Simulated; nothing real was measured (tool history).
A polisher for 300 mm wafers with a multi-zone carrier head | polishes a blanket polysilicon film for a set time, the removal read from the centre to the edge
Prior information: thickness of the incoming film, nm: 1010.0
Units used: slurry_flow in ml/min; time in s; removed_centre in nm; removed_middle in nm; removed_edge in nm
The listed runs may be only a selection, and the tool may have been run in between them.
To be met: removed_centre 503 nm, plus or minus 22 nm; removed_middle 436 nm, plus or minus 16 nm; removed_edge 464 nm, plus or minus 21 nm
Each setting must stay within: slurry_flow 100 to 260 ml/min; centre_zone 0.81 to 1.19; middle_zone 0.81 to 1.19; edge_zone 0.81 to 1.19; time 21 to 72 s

run	hour	slurry_flow	centre_zone	middle_zone	edge_zone	time	removed_centre	removed_middle	removed_edge
1	0	165	1	1	1	46	367.26	366.43	352.58
2	8.1	165	1	1	1	41	330.46	323.93	328.76
3	16	175	1.02	0.99	1.04	44	366.7	354.33	354.22
4	17.4	135	1.02	0.99	1.04	44	347.57	341.32	336.57
5	25.4	135	1.02	0.99	1.04	48	381.66	369.97	372.06
6	33.5	135	1.02	1.06	1.04	48	381.88	391.52	366.51
7	41.5	150	1.04	1.04	1.08	49	403.31	411.44	386.22
8	44.1	165	1.06	1	1.1	50	423.64	409.13	406.3
9	50.1	175	1.08	0.99	1.12	51	451.42	407.92	411.47
10	51.5	185	1.08	0.98	1.14	52	462.63	421.46	426.59
# hour 59.1: edge zone pressure recalibrated
11	59.1	200	1.11	0.93	1.19	55	499.46	437.09	505.08
12	68	200	1.11	0.94	1.18	55	506.07	427.8	501.28
13	74.7	200	1.11	0.95	1.17	55	496.88	424.22	501.11
14	76.2	195	1.12	0.97	1.17	55	502.01	447.47	507.28
15	80.6	185	1.1	0.96	1.13	56	505.1	436.93	489.2
16	89.2	180	1.1	0.97	1.12	56	496.97	442.07	496.02

5 next moves are on the table. One of them brings every result within its allowed miss. Which?
A	97.8	200	1.02	0.87	1.09	53	?	?	?
B	97.8	195	1.04	1.02	1.16	52	?	?	?
C	97.8	200	1.16	1.01	1.17	52	?	?	?
D	97.8	165	1.05	0.86	1.15	60	?	?	?
E	97.8	195	1.03	1	1.14	53	?	?	?

move	removed_centre	removed_middle	removed_edge
A	446.68	392.14	460
B	445.19	438.07	463.96
C	494.44	435.47	467.13
D	505.79	429.3	526.05
E	449.64	439.11	468.78
A: gets the furthest-off result to its target, but another result is out of tolerance
B: gets the furthest-off result to its target, but another result is out of tolerance
C: hits every target within its allowed miss
D: lands further from the targets than the last run did
E: gets the furthest-off result to its target, but another result is out of tolerance
C meets every target.

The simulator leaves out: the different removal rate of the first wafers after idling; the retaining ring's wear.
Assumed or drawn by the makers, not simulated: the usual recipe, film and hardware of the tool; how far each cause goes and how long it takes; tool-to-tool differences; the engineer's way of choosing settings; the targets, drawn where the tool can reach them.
